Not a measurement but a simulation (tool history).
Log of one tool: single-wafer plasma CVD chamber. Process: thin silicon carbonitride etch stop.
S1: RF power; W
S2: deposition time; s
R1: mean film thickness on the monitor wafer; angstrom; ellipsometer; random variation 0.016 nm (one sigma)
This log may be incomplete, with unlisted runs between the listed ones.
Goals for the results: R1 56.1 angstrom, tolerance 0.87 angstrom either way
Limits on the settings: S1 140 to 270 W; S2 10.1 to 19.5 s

| run | hour | S1 | S2 | R1 |
|---|---|---|---|---|
| 1 | 0 | 205 | 14.8 | 79.377 |
| 2 | 8.5 | 205 | 13.6 | 72.478 |
| 3 | 14.8 | 190 | 13.6 | 71.219 |
| 4 | 17.1 | 190 | 12.6 | 65.573 |
| 5 | 22.1 | 190 | 11.5 | 60.009 |
| 6 | 30.7 | 190 | 10.1 | 52.439 |
| 7 | 33.9 | 200 | 10.2 | 54.271 |
| 8 | 35.3 | 205 | 10.2 | 54.739 |
| 9 | 40.3 | 210 | 10.2 | 55.158 |

Of the 4 settings listed for the next run, only one would bring every result within its allowed miss of target. Which one?
| A | 45.3 | 190 | 10.4 | ? |
| B | 45.3 | 180 | 10.6 | ? |
| C | 45.3 | 210 | 10.1 | ? |
| D | 45.3 | 205 | 10.5 | ? |

| move | R1 |
|---|---|
| A | 54.21 |
| B | 54.206 |
| C | 54.517 |
| D | 56.205 |
A: its largest miss is bigger than the last run's
B: its largest miss is bigger than the last run's
C: its largest miss is bigger than the last run's
D: hits every target within its allowed miss
Go with D: it meets all targets.

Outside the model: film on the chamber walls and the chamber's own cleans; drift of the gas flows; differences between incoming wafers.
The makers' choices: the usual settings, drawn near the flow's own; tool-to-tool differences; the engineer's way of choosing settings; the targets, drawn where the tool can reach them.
